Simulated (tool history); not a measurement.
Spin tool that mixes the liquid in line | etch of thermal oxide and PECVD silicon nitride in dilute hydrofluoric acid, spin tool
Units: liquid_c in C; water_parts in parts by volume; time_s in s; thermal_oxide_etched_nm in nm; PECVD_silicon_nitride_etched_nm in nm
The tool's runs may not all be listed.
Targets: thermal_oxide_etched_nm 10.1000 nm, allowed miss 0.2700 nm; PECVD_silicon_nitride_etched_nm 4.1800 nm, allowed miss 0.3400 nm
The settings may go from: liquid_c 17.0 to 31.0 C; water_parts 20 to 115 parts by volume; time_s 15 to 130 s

| run | hour | liquid_c | water_parts | time_s | thermal_oxide_etched_nm | PECVD_silicon_nitride_etched_nm |
|---|---|---|---|---|---|---|
| 1 | 0.0 | 23.0 | 65 | 65 | 4.2579 | 1.4865 |
| 2 | 4.3 | 24.0 | 60 | 65 | 4.8273 | 1.6717 |
| 3 | 12.7 | 25.0 | 55 | 65 | 5.5077 | 1.9540 |
| 4 | 21.0 | 25.0 | 70 | 65 | 4.2784 | 1.5637 |
| 5 | 21.5 | 25.5 | 65 | 65 | 4.6973 | 1.7188 |
| 6 | 24.4 | 23.0 | 65 | 65 | 4.2186 | 1.4261 |
| 7 | 25.4 | 24.0 | 60 | 65 | 4.7974 | 1.7041 |
|  | 34.0 | thermometer replaced |
| 8 | 34.0 | 25.0 | 55 | 65 | 5.9769 | 2.3085 |
| 9 | 36.1 | 26.0 | 45 | 70 | 8.3213 | 3.1192 |
| 10 | 38.0 | 26.0 | 45 | 70 | 8.2514 | 3.1718 |
| 11 | 44.9 | 26.5 | 45 | 70 | 8.4248 | 3.3351 |

Which of these 5 next moves meets every target?
| A | 51.8 | 27.5 | 55 | 110 | ? | ? |
| B | 51.8 | 18.0 | 30 | 80 | ? | ? |
| C | 51.8 | 29.0 | 45 | 75 | ? | ? |
| D | 51.8 | 22.0 | 35 | 85 | ? | ? |
| E | 51.8 | 22.5 | 55 | 80 | ? | ? |

| move | thermal_oxide_etched_nm | PECVD_silicon_nitride_etched_nm |
|---|---|---|
| A | 11.2240 | 4.5756 |
| B | 10.3910 | 3.1353 |
| C | 10.0760 | 4.1938 |
| D | 11.1730 | 3.7992 |
| E | 6.6613 | 2.3831 |
A: takes the result that was furthest off past its target
B: takes the result that was furthest off past its target
C: meets every target
D: takes the result that was furthest off past its target
E: further off than the last run
Move C is the one to make.
